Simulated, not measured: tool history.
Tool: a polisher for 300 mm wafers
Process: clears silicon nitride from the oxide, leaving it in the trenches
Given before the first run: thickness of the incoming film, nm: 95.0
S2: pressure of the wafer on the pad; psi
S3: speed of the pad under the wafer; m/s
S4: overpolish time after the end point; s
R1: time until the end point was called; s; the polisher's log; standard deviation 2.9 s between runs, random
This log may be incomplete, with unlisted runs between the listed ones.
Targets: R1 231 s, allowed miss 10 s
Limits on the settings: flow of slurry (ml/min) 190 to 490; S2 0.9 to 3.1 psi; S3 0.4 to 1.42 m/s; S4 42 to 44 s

Run 1, hour 0: flow of slurry (ml/min) 315, S2 2 psi, S3 0.9 m/s, S4 42 s. Result: R1 173.53 s.
Run 2, hour 6.4: flow of slurry (ml/min) 315, S2 1.8 psi, S3 0.9 m/s, S4 42 s. Result: R1 192.19 s.
Run 3, hour 13.7: flow of slurry (ml/min) 315, S2 1.7 psi, S3 0.9 m/s, S4 42 s. Result: R1 204.07 s.
Run 4, hour 15.6: flow of slurry (ml/min) 315, S2 1.6 psi, S3 0.9 m/s, S4 42 s. Result: R1 214.61 s.
Run 5, hour 16.8: flow of slurry (ml/min) 315, S2 1.6 psi, S3 0.9 m/s, S4 42 s. Result: R1 212.71 s.
Run 6, hour 21.9: flow of slurry (ml/min) 315, S2 2.1 psi, S3 0.9 m/s, S4 42 s. Result: R1 165.33 s.
Run 7, hour 28: flow of slurry (ml/min) 315, S2 1.9 psi, S3 0.9 m/s, S4 42 s. Result: R1 182.06 s.
Run 8, hour 33.5: flow of slurry (ml/min) 315, S2 1.8 psi, S3 0.9 m/s, S4 42 s. Result: R1 193.76 s.

Exercise: of the 5 proposed moves below, exactly one satisfies all targets within the stated allowed misses. Which move is it?
Run A, hour 39: flow of slurry (ml/min) 390, S2 1.6 psi, S3 1.24 m/s, S4 42 s. Result: R1 ?.
Run B, hour 39: flow of slurry (ml/min) 290, S2 1.2 psi, S3 1 m/s, S4 42 s. Result: R1 ?.
Run C, hour 39: flow of slurry (ml/min) 350, S2 2.1 psi, S3 0.92 m/s, S4 44 s. Result: R1 ?.
Run D, hour 39: flow of slurry (ml/min) 340, S2 2.1 psi, S3 0.86 m/s, S4 42 s. Result: R1 ?.
Run E, hour 39: flow of slurry (ml/min) 315, S2 1.6 psi, S3 0.84 m/s, S4 42 s. Result: R1 ?.

move      R1
   A  153.84
   B  255.05
   C  159.29
   D  170.39
   E  227.97
A: further off than the last run
B: takes the biggest miss from the last run beyond its target
C: further off than the last run
D: further off than the last run
E: in spec on every target
Answer: E

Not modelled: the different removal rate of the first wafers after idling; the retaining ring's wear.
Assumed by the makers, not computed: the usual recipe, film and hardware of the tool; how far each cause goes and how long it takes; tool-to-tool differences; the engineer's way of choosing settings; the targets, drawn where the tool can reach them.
